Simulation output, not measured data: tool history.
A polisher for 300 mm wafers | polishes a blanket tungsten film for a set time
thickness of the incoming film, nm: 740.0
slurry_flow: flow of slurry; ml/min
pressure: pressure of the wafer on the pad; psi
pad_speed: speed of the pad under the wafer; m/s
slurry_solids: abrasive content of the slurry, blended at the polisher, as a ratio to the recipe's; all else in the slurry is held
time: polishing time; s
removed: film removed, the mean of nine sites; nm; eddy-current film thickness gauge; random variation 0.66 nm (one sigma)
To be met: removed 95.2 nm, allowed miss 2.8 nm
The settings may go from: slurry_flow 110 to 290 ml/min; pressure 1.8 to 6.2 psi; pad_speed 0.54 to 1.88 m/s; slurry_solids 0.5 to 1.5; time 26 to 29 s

run,day,slurry_flow,pressure,pad_speed,slurry_solids,time,removed
1,0,185,4,1.2,1,29,159.39
2,0.242,185,4,1.06,1,29,142.22
3,0.517,185,4.6,1.06,1,29,160.96
4,0.55,180,4.2,1.06,1,29,145.76
5,0.729,180,4.2,1.06,0.9,29,145.46
6,0.854,180,5.2,1.06,0.9,29,169.19
7,1.217,175,4.6,1.06,0.9,29,153.44
8,1.575,170,3.5,1.02,0.9,29,121.68
9,1.704,160,2.4,1,0.9,29,91.229

5 next moves are on the table. One of them brings every result within its allowed miss. Which?
A,1.833,155,1.9,1.12,0.95,29,?
B,1.833,180,2.2,1,0.9,28,?
C,1.833,185,2.3,0.96,0.95,29,?
D,1.833,160,1.8,1.14,0.8,29,?
E,1.833,115,2.5,1.02,1.15,29,?

move,removed
A,90.056
B,85.924
C,89.239
D,86.285
E,94.663
A: further off than the last run
B: further off than the last run
C: further off than the last run
D: further off than the last run
E: meets every target
Move E is the one to make.
